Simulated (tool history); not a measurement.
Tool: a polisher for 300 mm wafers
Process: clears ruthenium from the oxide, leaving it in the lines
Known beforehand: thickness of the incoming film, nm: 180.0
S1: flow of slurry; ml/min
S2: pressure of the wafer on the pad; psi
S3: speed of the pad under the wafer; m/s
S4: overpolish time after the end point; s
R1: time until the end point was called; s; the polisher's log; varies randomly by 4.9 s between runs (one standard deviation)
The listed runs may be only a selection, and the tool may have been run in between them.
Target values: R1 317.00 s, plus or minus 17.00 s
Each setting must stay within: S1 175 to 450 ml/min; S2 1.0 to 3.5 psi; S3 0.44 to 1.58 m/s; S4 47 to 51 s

{"run": 1, "hour": 0.0, "S1": 290, "S2": 2.2, "S3": 1.0, "S4": 47, "R1": 160.91}
{"run": 2, "hour": 4.3, "S1": 325, "S2": 2.2, "S3": 1.0, "S4": 47, "R1": 156.23}
{"run": 3, "hour": 5.1, "S1": 285, "S2": 2.2, "S3": 1.0, "S4": 47, "R1": 157.59}
{"run": 4, "hour": 7.0, "S1": 285, "S2": 2.2, "S3": 0.86, "S4": 47, "R1": 184.04}
{"run": 5, "hour": 11.4, "S1": 285, "S2": 2.0, "S3": 0.86, "S4": 47, "R1": 200.85}
{"run": 6, "hour": 16.3, "S1": 225, "S2": 2.0, "S3": 0.86, "S4": 47, "R1": 213.38}
{"run": 7, "hour": 20.3, "S1": 225, "S2": 1.9, "S3": 0.86, "S4": 47, "R1": 221.58}
{"run": 8, "hour": 26.5, "S1": 225, "S2": 1.3, "S3": 0.82, "S4": 47, "R1": 339.51}

5 candidate next runs follow, results not yet known. Just one meets every target within its allowed miss. Identify it.
{"run": "A", "hour": 32.7, "S1": 285, "S2": 1.3, "S3": 0.92, "S4": 49, "R1": "?"}
{"run": "B", "hour": 32.7, "S1": 300, "S2": 1.6, "S3": 0.8, "S4": 47, "R1": "?"}
{"run": "C", "hour": 32.7, "S1": 215, "S2": 1.3, "S3": 0.86, "S4": 47, "R1": "?"}
{"run": "D", "hour": 32.7, "S1": 230, "S2": 1.2, "S3": 0.84, "S4": 47, "R1": "?"}
{"run": "E", "hour": 32.7, "S1": 180, "S2": 1.0, "S3": 0.96, "S4": 51, "R1": "?"}

move=A R1=293.17
move=B R1=272.11
move=C R1=330.76
move=D R1=359.34
move=E R1=399.90
A: pushes the last run's worst result past its target
B: pushes the last run's worst result past its target
C: each result inside its tolerance
D: the biggest miss grows against the last run
E: the biggest miss grows against the last run
C meets every target.
